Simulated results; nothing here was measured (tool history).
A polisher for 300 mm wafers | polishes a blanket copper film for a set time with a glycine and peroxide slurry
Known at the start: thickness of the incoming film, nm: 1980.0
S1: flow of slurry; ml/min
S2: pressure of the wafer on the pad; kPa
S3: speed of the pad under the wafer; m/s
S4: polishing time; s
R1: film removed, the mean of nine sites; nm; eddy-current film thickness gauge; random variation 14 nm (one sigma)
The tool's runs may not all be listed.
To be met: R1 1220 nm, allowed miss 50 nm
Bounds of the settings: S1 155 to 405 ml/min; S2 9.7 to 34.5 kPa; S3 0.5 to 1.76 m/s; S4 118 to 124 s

run 1 hour=0 | S1=260 S2=22.1 S3=1.12 S4=118 | R1=849.96
run 2 hour=4.6 | S1=240 S2=22.1 S3=1.12 S4=118 | R1=846.58
run 3 hour=8.3 | S1=240 S2=22.8 S3=1.12 S4=118 | R1=844.05
run 4 hour=14.2 | S1=215 S2=22.8 S3=1.12 S4=118 | R1=840.2
run 5 hour=17.7 | S1=215 S2=22.8 S3=1.12 S4=118 | R1=846.86
run 6 hour=18.8 | S1=215 S2=24.1 S3=1.12 S4=118 | R1=868.02
run 7 hour=26.4 | S1=220 S2=25.5 S3=1.12 S4=118 | R1=935.03
run 8 hour=31.5 | S1=225 S2=26.2 S3=1.12 S4=118 | R1=950.46
run 9 hour=38.4 | S1=230 S2=26.9 S3=1.12 S4=118 | R1=956.18
run 10 hour=40.8 | S1=230 S2=27.6 S3=1.12 S4=118 | R1=969.16
run 11 hour=46.7 | S1=230 S2=28.3 S3=1.12 S4=118 | R1=995.73
run 12 hour=55.3 | S1=230 S2=29 S3=1.12 S4=118 | R1=1016.7
run 13 hour=59.4 | S1=230 S2=29.6 S3=1.12 S4=118 | R1=1024.4
run 14 hour=60.6 | S1=230 S2=30.3 S3=1.12 S4=118 | R1=1071.4
run 15 hour=68.5 | S1=230 S2=31 S3=1.12 S4=118 | R1=1056.4
run 16 hour=75 | S1=230 S2=31.7 S3=1.12 S4=118 | R1=1085
run 17 hour=81.7 | S1=230 S2=33.1 S3=1.16 S4=118 | R1=1150.8

5 next moves are on the table. One of them brings every result within its allowed miss. Which?
run A hour=88.4 | S1=255 S2=31.7 S3=1.16 S4=118 | R1=?
run B hour=88.4 | S1=270 S2=27.6 S3=1.44 S4=118 | R1=?
run C hour=88.4 | S1=185 S2=29 S3=1.3 S4=118 | R1=?
run D hour=88.4 | S1=185 S2=30.3 S3=1.1 S4=124 | R1=?
run E hour=88.4 | S1=245 S2=34.5 S3=1.02 S4=124 | R1=?

move=A R1=1139.1
move=B R1=1250.6
move=C R1=1135.5
move=D R1=1065.7
move=E R1=1133.4
A: further off than the last run
B: meets every target
C: further off than the last run
D: further off than the last run
E: further off than the last run
Move B is the one to make.

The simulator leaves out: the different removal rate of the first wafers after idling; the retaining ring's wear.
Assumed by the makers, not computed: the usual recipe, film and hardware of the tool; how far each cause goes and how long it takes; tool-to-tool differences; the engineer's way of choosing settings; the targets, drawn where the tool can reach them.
